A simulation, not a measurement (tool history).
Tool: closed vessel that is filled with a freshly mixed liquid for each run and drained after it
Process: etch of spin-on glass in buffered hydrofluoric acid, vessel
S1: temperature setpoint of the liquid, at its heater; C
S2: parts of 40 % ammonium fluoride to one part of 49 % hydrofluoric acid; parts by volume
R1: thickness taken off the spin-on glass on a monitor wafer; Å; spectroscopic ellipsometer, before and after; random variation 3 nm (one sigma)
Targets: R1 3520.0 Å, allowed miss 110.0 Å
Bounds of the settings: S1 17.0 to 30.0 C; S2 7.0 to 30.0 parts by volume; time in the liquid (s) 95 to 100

{"run": 1, "hour": 0.0, "S1": 22.0, "S2": 19.0, "time in the liquid (s)": 95, "R1": 2898.4}
{"run": 2, "hour": 8.6, "S1": 22.0, "S2": 23.0, "time in the liquid (s)": 95, "R1": 2485.3}
{"run": 3, "hour": 10.1, "S1": 23.5, "S2": 23.0, "time in the liquid (s)": 95, "R1": 2760.1}
{"run": 4, "hour": 13.6, "S1": 23.5, "S2": 23.0, "time in the liquid (s)": 95, "R1": 2711.2}
{"run": 5, "hour": 22.7, "S1": 24.5, "S2": 23.0, "time in the liquid (s)": 95, "R1": 2886.3}
{"run": 6, "hour": 29.7, "S1": 25.0, "S2": 23.0, "time in the liquid (s)": 95, "R1": 2974.7}
{"run": 7, "hour": 37.7, "S1": 25.5, "S2": 23.0, "time in the liquid (s)": 95, "R1": 3018.3}
{"run": 8, "hour": 38.8, "S1": 26.0, "S2": 23.0, "time in the liquid (s)": 95, "R1": 3162.8}
{"run": 9, "hour": 39.8, "S1": 26.5, "S2": 23.0, "time in the liquid (s)": 95, "R1": 3190.0}
{"run": 10, "hour": 49.0, "S1": 27.0, "S2": 23.0, "time in the liquid (s)": 95, "R1": 3274.7}
{"run": 11, "hour": 55.8, "S1": 27.5, "S2": 23.0, "time in the liquid (s)": 95, "R1": 3375.7}

Which of these 5 next moves meets every target?
{"run": "A", "hour": 62.6, "S1": 30.0, "S2": 26.0, "time in the liquid (s)": 95, "R1": "?"}
{"run": "B", "hour": 62.6, "S1": 27.5, "S2": 24.0, "time in the liquid (s)": 95, "R1": "?"}
{"run": "C", "hour": 62.6, "S1": 26.0, "S2": 21.5, "time in the liquid (s)": 95, "R1": "?"}
{"run": "D", "hour": 62.6, "S1": 27.0, "S2": 22.5, "time in the liquid (s)": 95, "R1": "?"}
{"run": "E", "hour": 62.6, "S1": 27.0, "S2": 23.5, "time in the liquid (s)": 95, "R1": "?"}

move=A R1=3553.0
move=B R1=3286.7
move=C R1=3270.5
move=D R1=3344.7
move=E R1=3246.5
A: meets every target
B: further off than the last run
C: further off than the last run
D: further off than the last run
E: further off than the last run
Move A is the one to make.
